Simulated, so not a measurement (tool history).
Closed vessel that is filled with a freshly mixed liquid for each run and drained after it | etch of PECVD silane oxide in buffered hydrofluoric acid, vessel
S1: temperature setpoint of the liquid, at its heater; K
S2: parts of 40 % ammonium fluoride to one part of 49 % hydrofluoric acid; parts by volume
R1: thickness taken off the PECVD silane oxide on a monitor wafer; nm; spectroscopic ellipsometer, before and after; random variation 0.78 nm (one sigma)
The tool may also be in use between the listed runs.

Run 1, hour 0: S1 297.15 K, S2 19 parts by volume, time in the liquid (s) 90. Result: R1 162.76 nm.
Run 2, hour 1.8: S1 298.65 K, S2 19 parts by volume, time in the liquid (s) 90. Result: R1 177.65 nm.
Run 3, hour 5.5: S1 299.65 K, S2 19 parts by volume, time in the liquid (s) 90. Result: R1 187.35 nm.
Run 4, hour 10.8: S1 299.65 K, S2 19 parts by volume, time in the liquid (s) 90. Result: R1 187.21 nm.
Run 5, hour 16.4: S1 300.15 K, S2 19 parts by volume, time in the liquid (s) 90. Result: R1 190.76 nm.
Run 6, hour 21.8: S1 300.65 K, S2 19 parts by volume, time in the liquid (s) 90. Result: R1 196.98 nm.
Run 7, hour 27.8: S1 301.15 K, S2 19 parts by volume, time in the liquid (s) 90. Result: R1 202.23 nm.

The next listed run, before its measurement:
Run 8, hour 31.3: S1 301.65 K, S2 19 parts by volume, time in the liquid (s) 90. Result: R1 ?.

{"run 8": {"R1": 208.11}}
